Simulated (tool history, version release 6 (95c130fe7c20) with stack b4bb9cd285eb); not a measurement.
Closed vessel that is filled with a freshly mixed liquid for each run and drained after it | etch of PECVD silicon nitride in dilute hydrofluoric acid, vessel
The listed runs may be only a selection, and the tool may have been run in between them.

run,day,temperature setpoint of the liquid (C),parts of water to one part of 49 % hydrofluoric acid (parts by volume),time in the liquid (s),thickness taken off the PECVD silicon nitride on a monitor wafer (angstrom)
1,0.000,23.0,155,1055,130.78
2,0.038,22.0,155,1055,121.60
3,0.338,22.0,135,1055,140.34
4,0.612,22.0,135,1055,139.73
5,0.762,19.5,135,1055,118.63
6,1.054,19.0,140,1055,110.69
7,1.158,18.5,145,1055,103.24
8,1.446,18.5,150,1055,100.06

Forecast run 9:
9,1.517,17.5,160,1055,?

thickness taken off the PECVD silicon nitride on a monitor wafer (angstrom): 87.72
